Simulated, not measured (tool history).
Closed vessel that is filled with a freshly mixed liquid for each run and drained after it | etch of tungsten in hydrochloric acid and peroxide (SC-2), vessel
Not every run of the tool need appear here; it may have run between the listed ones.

run	hour	temperature setpoint of the liquid (C)	parts of water to one part each of 37 % hydrochloric acid and 30 % peroxide (parts by volume)	time in the liquid (s)	thickness taken off the tungsten on a monitor wafer (Å)
1	0.0	57.0	5.5	65	293.27
2	2.2	57.0	6.0	65	274.26
3	5.3	56.0	6.0	65	255.39
4	6.3	56.0	6.0	65	254.15
5	8.1	55.5	6.0	65	250.07
6	14.2	55.0	6.0	65	242.54
7	19.3	54.5	6.0	65	235.09
8	26.7	54.0	6.0	65	226.81

Estimate the outcome of run 9 from the log above:
9	34.1	53.5	6.0	65	?

thickness taken off the tungsten on a monitor wafer (Å): 217.80
